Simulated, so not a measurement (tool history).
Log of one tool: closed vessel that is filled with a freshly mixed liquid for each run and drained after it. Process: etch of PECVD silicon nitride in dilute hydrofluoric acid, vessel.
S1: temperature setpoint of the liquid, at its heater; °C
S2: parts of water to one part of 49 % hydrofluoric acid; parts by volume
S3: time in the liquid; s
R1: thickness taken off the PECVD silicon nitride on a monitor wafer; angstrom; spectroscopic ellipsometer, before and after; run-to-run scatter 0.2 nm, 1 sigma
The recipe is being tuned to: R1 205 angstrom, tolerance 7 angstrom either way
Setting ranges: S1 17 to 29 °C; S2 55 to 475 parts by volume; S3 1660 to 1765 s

| run | day | S1 | S2 | S3 | R1 |
|---|---|---|---|---|---|
| 1 | 0 | 21 | 265 | 1660 | 168.09 |
| 2 | 0.217 | 21 | 345 | 1660 | 133.49 |
| 3 | 0.367 | 22 | 345 | 1660 | 139.41 |
| 4 | 0.725 | 23 | 345 | 1660 | 145.17 |
| 5 | 0.954 | 23 | 345 | 1765 | 155.07 |
| 6 | 1.008 | 24 | 340 | 1765 | 165.86 |
| 7 | 1.196 | 25 | 340 | 1765 | 176.65 |
| 8 | 1.45 | 25.5 | 340 | 1765 | 185.08 |
| 9 | 1.667 | 25.5 | 340 | 1765 | 183.34 |
| 10 | 2.062 | 25.5 | 340 | 1765 | 184.43 |
| 11 | 2.3 | 26 | 340 | 1765 | 192.11 |
| 12 | 2.446 | 26.5 | 340 | 1765 | 194.07 |

Which of these 5 next moves meets every target?
| A | 2.592 | 27.5 | 315 | 1765 | ? |
| B | 2.592 | 26 | 350 | 1765 | ? |
| C | 2.592 | 28 | 330 | 1725 | ? |
| D | 2.592 | 29 | 365 | 1730 | ? |
| E | 2.592 | 27 | 360 | 1705 | ? |

| move | R1 |
|---|---|
| A | 228.81 |
| B | 188.4 |
| C | 219.62 |
| D | 210.46 |
| E | 187.55 |
A: carries the result that was furthest off beyond its target, to the other side
B: lands further from the targets than the last run did
C: carries the result that was furthest off beyond its target, to the other side
D: every result within its allowed miss
E: lands further from the targets than the last run did
Correct choice: D, which meets every target

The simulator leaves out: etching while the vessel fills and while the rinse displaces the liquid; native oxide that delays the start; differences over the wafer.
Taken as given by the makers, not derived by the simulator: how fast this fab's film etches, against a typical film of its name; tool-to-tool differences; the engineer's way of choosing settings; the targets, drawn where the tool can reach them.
